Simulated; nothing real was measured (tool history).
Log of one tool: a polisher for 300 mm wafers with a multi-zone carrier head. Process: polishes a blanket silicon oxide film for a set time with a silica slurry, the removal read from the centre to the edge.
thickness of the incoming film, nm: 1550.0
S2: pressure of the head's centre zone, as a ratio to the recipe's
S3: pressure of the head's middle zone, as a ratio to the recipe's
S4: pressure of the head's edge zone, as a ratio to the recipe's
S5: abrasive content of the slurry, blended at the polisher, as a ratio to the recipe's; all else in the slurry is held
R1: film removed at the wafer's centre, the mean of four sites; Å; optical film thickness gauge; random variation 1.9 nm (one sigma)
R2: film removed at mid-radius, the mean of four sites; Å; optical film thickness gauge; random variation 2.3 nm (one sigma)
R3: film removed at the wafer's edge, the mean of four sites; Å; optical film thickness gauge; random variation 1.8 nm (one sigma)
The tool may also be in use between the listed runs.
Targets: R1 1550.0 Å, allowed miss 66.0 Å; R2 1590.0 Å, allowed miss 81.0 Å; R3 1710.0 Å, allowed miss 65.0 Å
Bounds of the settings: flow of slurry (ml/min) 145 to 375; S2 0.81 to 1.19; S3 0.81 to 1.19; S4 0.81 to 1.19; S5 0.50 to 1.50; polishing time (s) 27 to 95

run 1 hour=0.0 | flow_of_slurry_(ml/min)=240 S2=1.00 S3=1.00 S4=1.00 S5=1.00 polishing_time_(s)=61 | R1=2579.0 R2=2624.9 R3=2624.1
run 2 hour=5.3 | flow_of_slurry_(ml/min)=235 S2=0.98 S3=0.97 S4=0.98 S5=0.90 polishing_time_(s)=59 | R1=2419.2 R2=2354.0 R3=2403.1
run 3 hour=14.3 | flow_of_slurry_(ml/min)=230 S2=0.95 S3=0.97 S4=0.99 S5=0.80 polishing_time_(s)=57 | R1=2115.3 R2=2211.0 R3=2200.0
run 4 hour=18.1 | flow_of_slurry_(ml/min)=230 S2=0.95 S3=0.97 S4=0.99 S5=0.90 polishing_time_(s)=57 | R1=2265.9 R2=2287.6 R3=2364.0
run 5 hour=24.7 | flow_of_slurry_(ml/min)=225 S2=0.93 S3=0.95 S4=0.99 S5=0.80 polishing_time_(s)=55 | R1=2013.9 R2=2023.4 R3=2131.8
run 6 hour=27.3 | flow_of_slurry_(ml/min)=190 S2=0.93 S3=0.95 S4=0.99 S5=0.80 polishing_time_(s)=55 | R1=1939.5 R2=1996.6 R3=2109.2
run 7 hour=34.1 | flow_of_slurry_(ml/min)=185 S2=0.92 S3=0.94 S4=0.98 S5=0.75 polishing_time_(s)=55 | R1=1854.1 R2=1964.7 R3=2052.8
run 8 hour=35.1 | flow_of_slurry_(ml/min)=190 S2=0.91 S3=0.92 S4=0.97 S5=0.70 polishing_time_(s)=54 | R1=1756.6 R2=1791.9 R3=1927.6

5 next moves are on the table. One of them brings every result within its allowed miss. Which?
run A hour=36.1 | flow_of_slurry_(ml/min)=205 S2=0.85 S3=1.11 S4=0.81 S5=0.75 polishing_time_(s)=49 | R1=? R2=? R3=?
run B hour=36.1 | flow_of_slurry_(ml/min)=170 S2=0.86 S3=1.11 S4=0.83 S5=0.60 polishing_time_(s)=55 | R1=? R2=? R3=?
run C hour=36.1 | flow_of_slurry_(ml/min)=175 S2=0.89 S3=0.81 S4=1.14 S5=0.70 polishing_time_(s)=52 | R1=? R2=? R3=?
run D hour=36.1 | flow_of_slurry_(ml/min)=245 S2=0.95 S3=1.16 S4=0.83 S5=0.70 polishing_time_(s)=50 | R1=? R2=? R3=?
run E hour=36.1 | flow_of_slurry_(ml/min)=205 S2=0.89 S3=0.89 S4=0.95 S5=0.65 polishing_time_(s)=49 | R1=? R2=? R3=?

move=A R1=1580.1 R2=2020.0 R3=1679.7
move=B R1=1571.4 R2=1995.1 R3=1690.4
move=C R1=1645.4 R2=1555.3 R3=1977.3
move=D R1=1791.0 R2=2133.0 R3=1713.0
move=E R1=1551.3 R2=1578.3 R3=1694.8
A: brings the result that was furthest off to its target, and leaves another outside
B: brings the result that was furthest off to its target, and leaves another outside
C: further off than the last run
D: brings the result that was furthest off to its target, and leaves another outside
E: meets every target
The right move is E.
